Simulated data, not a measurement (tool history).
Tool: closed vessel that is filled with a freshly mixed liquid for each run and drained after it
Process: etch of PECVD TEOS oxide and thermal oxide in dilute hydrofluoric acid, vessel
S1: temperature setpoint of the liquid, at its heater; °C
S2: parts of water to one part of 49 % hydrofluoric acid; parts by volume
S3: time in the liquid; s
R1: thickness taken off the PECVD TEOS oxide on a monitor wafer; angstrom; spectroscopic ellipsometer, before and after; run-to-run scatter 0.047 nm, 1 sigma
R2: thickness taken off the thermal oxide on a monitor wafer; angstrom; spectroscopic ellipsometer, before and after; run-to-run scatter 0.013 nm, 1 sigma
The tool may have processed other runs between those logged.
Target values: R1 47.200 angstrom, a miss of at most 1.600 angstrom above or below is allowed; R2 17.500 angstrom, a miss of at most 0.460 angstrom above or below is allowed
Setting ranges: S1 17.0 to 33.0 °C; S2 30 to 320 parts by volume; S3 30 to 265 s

run	day	S1	S2	S3	R1	R2
1	0.000	25.0	175	135	86.523	31.905
2	0.258	23.5	185	135	75.872	28.321
3	0.508	25.5	185	135	80.456	30.496
4	0.646	26.5	185	135	84.841	31.500
5	0.817	26.5	185	170	106.340	39.888
6	1.071	24.5	200	170	91.080	33.144
7	1.296	23.5	215	170	79.458	29.359
8	1.392	22.5	225	170	72.798	26.837
9	1.646	21.5	235	170	66.656	24.409
10	1.804	21.0	240	170	63.380	23.496
11	2.138	20.0	245	170	59.126	22.344
12	2.433	20.0	255	170	56.432	20.973
13	2.742	19.5	260	170	54.291	19.940
14	3.042	19.0	260	170	52.708	19.795

4 candidate next runs follow, results not yet known. Just one meets every target within its allowed miss. Identify it.
A	3.342	21.0	175	115	?	?
B	3.342	21.0	280	155	?	?
C	3.342	21.5	305	210	?	?
D	3.342	19.0	255	185	?	?

move	R1	R2
A	61.838	23.130
B	46.597	17.429
C	57.537	21.521
D	58.194	21.767
A: moves away from the targets compared with the last run
B: meets every target
C: moves away from the targets compared with the last run
D: moves away from the targets compared with the last run
Move B is the one to make.
